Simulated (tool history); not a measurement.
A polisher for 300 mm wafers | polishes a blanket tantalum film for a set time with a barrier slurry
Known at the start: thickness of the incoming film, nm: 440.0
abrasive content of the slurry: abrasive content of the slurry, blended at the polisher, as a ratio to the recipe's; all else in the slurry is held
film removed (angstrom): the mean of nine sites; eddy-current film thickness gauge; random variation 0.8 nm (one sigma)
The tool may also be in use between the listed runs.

run  hour  flow of slurry (ml/min)  pressure of the wafer on the pad (kPa)  speed of the pad under the wafer (cm/s)  abrasive content of the slurry  polishing time (s)  film removed (angstrom)
  1   0.0                      125                                    13.1                                      118                             1.0                  28                   537.84
  2   5.0                      125                                    13.1                                      104                             1.0                  28                   490.17
  3  13.2                      110                                    13.1                                      104                             1.0                  28                   478.30
  4  21.3                      110                                    13.1                                      104                             1.0                  24                   408.81
  5  23.1                      110                                    13.1                                      104                             1.1                  24                   420.63
  6  30.4                      110                                    13.1                                       84                             1.1                  24                   363.87
  7  33.1                      125                                    15.2                                       90                             1.1                  24                   436.89

The next listed run, before its measurement:
  8  36.8                      135                                    16.5                                      100                             1.1                  24                        ?

Run 8 gave film removed (angstrom) 504.29.
